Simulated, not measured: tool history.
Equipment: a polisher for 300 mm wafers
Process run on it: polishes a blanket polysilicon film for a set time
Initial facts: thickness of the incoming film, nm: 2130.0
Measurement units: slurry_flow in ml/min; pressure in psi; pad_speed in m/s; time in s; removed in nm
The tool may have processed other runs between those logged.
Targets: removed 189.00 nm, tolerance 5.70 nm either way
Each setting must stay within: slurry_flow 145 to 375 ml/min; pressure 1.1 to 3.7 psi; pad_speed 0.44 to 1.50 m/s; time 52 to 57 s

run	hour	slurry_flow	pressure	pad_speed	time	removed
1	0.0	240	2.4	0.96	57	381.52
2	8.7	240	2.4	0.96	52	346.20
3	11.5	240	2.2	0.96	52	318.94
4	20.4	240	2.2	0.96	57	352.22
5	25.3	240	2.2	0.84	57	321.21
6	26.9	240	2.1	0.82	57	296.92
7	32.5	240	2.0	0.82	57	285.20
8	34.3	230	1.4	0.78	57	195.73
9	36.5	220	1.4	0.78	57	195.98

Consider the 4 candidate settings below. Which is the only one whose results all fall within their allowed miss of target?
A	38.7	280	1.2	0.88	54	?
B	38.7	245	1.4	0.78	55	?
C	38.7	285	1.7	0.62	56	?
D	38.7	205	1.6	0.72	56	?

move	removed
A	175.44
B	188.26
C	200.16
D	203.58
A: the result that was furthest off in the last run now lies on the other side of its target
B: each result inside its tolerance
C: the biggest miss grows against the last run
D: the biggest miss grows against the last run
The move that meets every target is B.
